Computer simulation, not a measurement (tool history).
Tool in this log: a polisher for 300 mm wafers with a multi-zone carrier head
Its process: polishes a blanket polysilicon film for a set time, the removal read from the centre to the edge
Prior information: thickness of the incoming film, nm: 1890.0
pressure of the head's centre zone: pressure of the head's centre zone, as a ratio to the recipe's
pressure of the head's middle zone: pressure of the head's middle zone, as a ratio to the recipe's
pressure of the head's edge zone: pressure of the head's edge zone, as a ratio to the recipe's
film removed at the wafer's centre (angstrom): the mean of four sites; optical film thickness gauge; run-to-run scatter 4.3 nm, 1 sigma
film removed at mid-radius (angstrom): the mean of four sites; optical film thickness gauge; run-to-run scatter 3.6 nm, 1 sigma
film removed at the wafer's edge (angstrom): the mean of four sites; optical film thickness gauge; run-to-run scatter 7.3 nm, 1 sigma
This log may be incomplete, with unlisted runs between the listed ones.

run,day,flow of slurry (ml/min),pressure of the head's centre zone,pressure of the head's middle zone,pressure of the head's edge zone,polishing time (s),film removed at the wafer's centre (angstrom),film removed at mid-radius (angstrom),film removed at the wafer's edge (angstrom)
1,0,270,1,1,1,72,4386.8,4259.1,4280.7
2,0.158,225,1,1,1,72,4313.7,4178.3,4193.9
3,0.225,225,0.92,1,1,72,3976.2,4183.1,4116.9
4,0.533,255,0.92,1.06,1.06,75,4123.5,4677.7,4562.5
5,0.754,280,0.94,1.1,1.09,77,4321.7,4969.7,4771.9
# day 1.021: worn pad replaced by a new one
6,1.021,280,0.9,1.1,1.09,77,4819.7,5582.6,5374.4
7,1.346,285,0.89,1.12,1.1,76,4616.7,5611.1,5284.1

Forecast run 8:
8,1.558,295,0.89,1.12,1.1,76,?,?,?

{"run 8": {"film removed at the wafer's centre (angstrom)": 4660.2, "film removed at mid-radius (angstrom)": 5620.8, "film removed at the wafer's edge (angstrom)": 5494.1}}

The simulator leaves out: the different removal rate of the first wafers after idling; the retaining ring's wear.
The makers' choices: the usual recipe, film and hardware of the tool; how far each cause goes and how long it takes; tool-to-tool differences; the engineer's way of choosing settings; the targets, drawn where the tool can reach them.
